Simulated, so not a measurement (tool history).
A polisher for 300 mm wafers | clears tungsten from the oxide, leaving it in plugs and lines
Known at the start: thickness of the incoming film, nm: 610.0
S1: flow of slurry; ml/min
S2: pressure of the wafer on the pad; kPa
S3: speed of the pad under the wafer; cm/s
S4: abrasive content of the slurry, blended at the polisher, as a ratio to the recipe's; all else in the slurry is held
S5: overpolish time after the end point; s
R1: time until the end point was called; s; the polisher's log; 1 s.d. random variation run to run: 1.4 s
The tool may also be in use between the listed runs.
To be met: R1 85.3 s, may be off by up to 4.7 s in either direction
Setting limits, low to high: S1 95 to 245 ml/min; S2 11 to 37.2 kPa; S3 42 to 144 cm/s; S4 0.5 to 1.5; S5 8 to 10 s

run	hour	S1	S2	S3	S4	S5	R1
1	0	155	24.1	92	1	10	142.87
2	5.9	155	27.6	92	1	10	126.46
3	14.1	155	30.3	94	1	10	114.45
4	21.8	155	30.3	94	0.8	10	120.72
5	24	155	32.4	96	0.8	10	115.26
6	31.8	155	37.2	96	0.8	10	100.02
# hour 33: slurry tank refilled with fresh slurry and peroxide
7	33	155	37.2	100	0.8	10	78.84
8	38.6	155	36.5	100	0.8	10	79.239

Which single option among these 4 for the next run brings every result within its allowed miss of target? Just one does.
A	44.2	170	35.2	108	0.75	8	?
B	44.2	155	35.2	96	0.8	9	?
C	44.2	170	33.8	80	0.9	8	?
D	44.2	130	37.2	114	0.75	10	?

move	R1
A	73.2
B	82.221
C	97.474
D	69.39
A: its largest miss is bigger than the last run's
B: meets every target
C: carries the result that was furthest off beyond its target, to the other side
D: its largest miss is bigger than the last run's
So the answer is move B, the one that meets all the targets.
